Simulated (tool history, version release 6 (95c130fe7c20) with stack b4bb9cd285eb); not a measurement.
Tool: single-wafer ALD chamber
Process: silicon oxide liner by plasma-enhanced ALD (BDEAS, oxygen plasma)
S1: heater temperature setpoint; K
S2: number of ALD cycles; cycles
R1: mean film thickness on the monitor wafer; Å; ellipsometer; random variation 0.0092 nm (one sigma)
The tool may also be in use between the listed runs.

Run 1, hour 0: S1 593.15 K, S2 28 cycles. Result: R1 25.997 Å.
Run 2, hour 3.1: S1 593.15 K, S2 26 cycles. Result: R1 24.135 Å.
Run 3, hour 10.7: S1 594.15 K, S2 24 cycles. Result: R1 22.348 Å.
Run 4, hour 13: S1 595.15 K, S2 23 cycles. Result: R1 21.586 Å.
Run 5, hour 19.2: S1 591.15 K, S2 23 cycles. Result: R1 21.575 Å.
Run 6, hour 23.5: S1 591.15 K, S2 27 cycles. Result: R1 25.339 Å.

Run 7, settings as shown, results not yet in. Your forecast:
Run 7, hour 26.4: S1 596.15 K, S2 25 cycles. Result: R1 ?.

R1: 23.099 Å
